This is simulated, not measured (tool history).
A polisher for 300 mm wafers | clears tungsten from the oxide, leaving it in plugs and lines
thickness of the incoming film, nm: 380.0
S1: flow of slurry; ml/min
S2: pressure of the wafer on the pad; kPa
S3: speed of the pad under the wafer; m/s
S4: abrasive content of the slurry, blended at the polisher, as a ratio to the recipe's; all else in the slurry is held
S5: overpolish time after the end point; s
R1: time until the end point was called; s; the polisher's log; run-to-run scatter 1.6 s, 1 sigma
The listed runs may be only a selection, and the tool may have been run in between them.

{"run": 1, "hour": 0.0, "S1": 245, "S2": 29.0, "S3": 1.26, "S4": 1.0, "S5": 14, "R1": 62.557}
{"run": 2, "hour": 2.8, "S1": 245, "S2": 22.8, "S3": 1.26, "S4": 1.0, "S5": 14, "R1": 80.992}
{"run": 3, "hour": 4.6, "S1": 245, "S2": 22.8, "S3": 1.1, "S4": 1.0, "S5": 14, "R1": 90.974}
{"run": 4, "hour": 12.8, "S1": 245, "S2": 21.4, "S3": 1.1, "S4": 1.0, "S5": 14, "R1": 98.246}
{"run": 5, "hour": 19.2, "S1": 245, "S2": 21.4, "S3": 1.1, "S4": 1.2, "S5": 14, "R1": 91.657}
{"run": 6, "hour": 20.9, "S1": 245, "S2": 20.0, "S3": 1.1, "S4": 1.2, "S5": 14, "R1": 99.302}
{"run": 7, "hour": 22.5, "S1": 245, "S2": 19.3, "S3": 1.1, "S4": 1.2, "S5": 14, "R1": 104.71}

What does the tool deliver on the next run?
{"run": 8, "hour": 23.3, "S1": 245, "S2": 19.3, "S3": 1.1, "S4": 1.2, "S5": 14, "R1": "?"}

Run 8 measured R1 107.090 s.
